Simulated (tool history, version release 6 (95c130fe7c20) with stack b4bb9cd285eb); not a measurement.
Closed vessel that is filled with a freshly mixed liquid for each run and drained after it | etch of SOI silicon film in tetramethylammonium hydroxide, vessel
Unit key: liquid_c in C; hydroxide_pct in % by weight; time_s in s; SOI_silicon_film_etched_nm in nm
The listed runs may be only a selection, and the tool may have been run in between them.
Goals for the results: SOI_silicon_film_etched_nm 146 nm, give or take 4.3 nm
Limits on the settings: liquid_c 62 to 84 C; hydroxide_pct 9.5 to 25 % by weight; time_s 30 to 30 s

Run 1, hour 0: liquid_c 75 C, hydroxide_pct 18.5 % by weight, time_s 30 s. Result: SOI_silicon_film_etched_nm 229.3 nm.
Run 2, hour 7.3: liquid_c 73 C, hydroxide_pct 18.5 % by weight, time_s 30 s. Result: SOI_silicon_film_etched_nm 207.29 nm.
Run 3, hour 14.8: liquid_c 73 C, hydroxide_pct 15 % by weight, time_s 30 s. Result: SOI_silicon_film_etched_nm 222.98 nm.
Run 4, hour 23: liquid_c 73 C, hydroxide_pct 15 % by weight, time_s 30 s. Result: SOI_silicon_film_etched_nm 221.25 nm.
Run 5, hour 24.3: liquid_c 71 C, hydroxide_pct 15 % by weight, time_s 30 s. Result: SOI_silicon_film_etched_nm 199.56 nm.
Run 6, hour 28.6: liquid_c 68.5 C, hydroxide_pct 15 % by weight, time_s 30 s. Result: SOI_silicon_film_etched_nm 173.37 nm.
Run 7, hour 34.8: liquid_c 67.5 C, hydroxide_pct 15 % by weight, time_s 30 s. Result: SOI_silicon_film_etched_nm 162 nm.
Run 8, hour 41.9: liquid_c 67 C, hydroxide_pct 15 % by weight, time_s 30 s. Result: SOI_silicon_film_etched_nm 158.06 nm.
Run 9, hour 47: liquid_c 66.5 C, hydroxide_pct 15 % by weight, time_s 30 s. Result: SOI_silicon_film_etched_nm 152.7 nm.

Which of these 5 next moves meets every target?
Run A, hour 52.1: liquid_c 68 C, hydroxide_pct 15.5 % by weight, time_s 30 s. Result: SOI_silicon_film_etched_nm ?.
Run B, hour 52.1: liquid_c 64 C, hydroxide_pct 13.5 % by weight, time_s 30 s. Result: SOI_silicon_film_etched_nm ?.
Run C, hour 52.1: liquid_c 67 C, hydroxide_pct 16.5 % by weight, time_s 30 s. Result: SOI_silicon_film_etched_nm ?.
Run D, hour 52.1: liquid_c 65.5 C, hydroxide_pct 13 % by weight, time_s 30 s. Result: SOI_silicon_film_etched_nm ?.
Run E, hour 52.1: liquid_c 66.5 C, hydroxide_pct 17.5 % by weight, time_s 30 s. Result: SOI_silicon_film_etched_nm ?.

move  SOI_silicon_film_etched_nm
   A                      164.12
   B                      137.79
   C                      151.34
   D                      153.58
   E                      143.68
A: further off than the last run
B: pushes the last run's worst result past its target
C: better than the last run, though not everything is in spec
D: further off than the last run
E: all results in spec
E meets every target.

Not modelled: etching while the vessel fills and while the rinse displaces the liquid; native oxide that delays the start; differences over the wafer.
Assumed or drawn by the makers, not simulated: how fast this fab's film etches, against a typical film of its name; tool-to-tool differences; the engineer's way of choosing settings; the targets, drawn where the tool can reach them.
